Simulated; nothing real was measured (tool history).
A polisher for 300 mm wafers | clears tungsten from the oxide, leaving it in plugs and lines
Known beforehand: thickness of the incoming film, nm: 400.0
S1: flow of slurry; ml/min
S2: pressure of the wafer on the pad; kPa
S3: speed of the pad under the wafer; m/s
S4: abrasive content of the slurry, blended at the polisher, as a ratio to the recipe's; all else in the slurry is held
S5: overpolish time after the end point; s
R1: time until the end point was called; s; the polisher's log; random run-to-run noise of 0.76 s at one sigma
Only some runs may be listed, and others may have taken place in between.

run 1 hour=0 | S1=255 S2=21.4 S3=1.36 S4=1 S5=8 | R1=67.699
run 2 hour=7.3 | S1=255 S2=21.4 S3=1.36 S4=1 S5=7 | R1=68.146
run 3 hour=8.6 | S1=255 S2=24.1 S3=1.36 S4=1 S5=7 | R1=61.07
run 4 hour=11.2 | S1=305 S2=24.1 S3=1.36 S4=1 S5=7 | R1=58.865
run 5 hour=15.2 | S1=300 S2=22.1 S3=1.36 S4=1 S5=7 | R1=64.613
run 6 hour=21.3 | S1=295 S2=20.7 S3=1.36 S4=1 S5=7 | R1=68.285
run 7 hour=24.2 | S1=285 S2=19.3 S3=1.36 S4=1 S5=7 | R1=73.349
run 8 hour=30.8 | S1=270 S2=13.8 S3=1.34 S4=1 S5=7 | R1=98.143
run 9 hour=37.5 | S1=275 S2=13.8 S3=1.34 S4=1 S5=7 | R1=98.963
run 10 hour=42.7 | S1=280 S2=13.8 S3=1.34 S4=1 S5=7 | R1=98.368
run 11 hour=45.3 | S1=285 S2=13.8 S3=1.34 S4=1 S5=7 | R1=96.753

Expected results for the next run?
run 12 hour=48.6 | S1=290 S2=13.8 S3=1.34 S4=1 S5=7 | R1=?

{"run 12": {"R1": 98.933}}

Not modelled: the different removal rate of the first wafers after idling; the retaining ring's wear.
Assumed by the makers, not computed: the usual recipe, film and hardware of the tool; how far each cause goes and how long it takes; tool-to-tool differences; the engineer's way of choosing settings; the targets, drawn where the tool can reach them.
